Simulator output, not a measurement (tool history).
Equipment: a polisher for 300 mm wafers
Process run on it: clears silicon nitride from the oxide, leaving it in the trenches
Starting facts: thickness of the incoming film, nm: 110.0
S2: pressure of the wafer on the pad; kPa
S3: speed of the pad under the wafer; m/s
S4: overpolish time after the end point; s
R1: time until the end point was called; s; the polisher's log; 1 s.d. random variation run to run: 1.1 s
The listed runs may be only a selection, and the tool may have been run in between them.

run 1 hour=0.0 | flow_of_slurry_(ml/min)=135 S2=16.5 S3=1.08 S4=14 | R1=119.530
run 2 hour=1.5 | flow_of_slurry_(ml/min)=135 S2=18.6 S3=1.10 S4=14 | R1=107.350
run 3 hour=8.8 | flow_of_slurry_(ml/min)=135 S2=18.6 S3=0.88 S4=14 | R1=134.500
run 4 hour=16.8 | flow_of_slurry_(ml/min)=135 S2=20.0 S3=0.96 S4=14 | R1=118.100
run 5 hour=18.5 | flow_of_slurry_(ml/min)=135 S2=22.8 S3=0.96 S4=14 | R1=102.720
run 6 hour=22.5 | flow_of_slurry_(ml/min)=135 S2=22.8 S3=1.20 S4=14 | R1=81.980
run 7 hour=31.0 | flow_of_slurry_(ml/min)=135 S2=23.4 S3=1.22 S4=14 | R1=79.846
run 8 hour=32.2 | flow_of_slurry_(ml/min)=135 S2=24.1 S3=1.24 S4=14 | R1=76.108

The next listed run, before its measurement:
run 9 hour=34.2 | flow_of_slurry_(ml/min)=135 S2=24.1 S3=1.26 S4=14 | R1=?

R1: 74.469 s
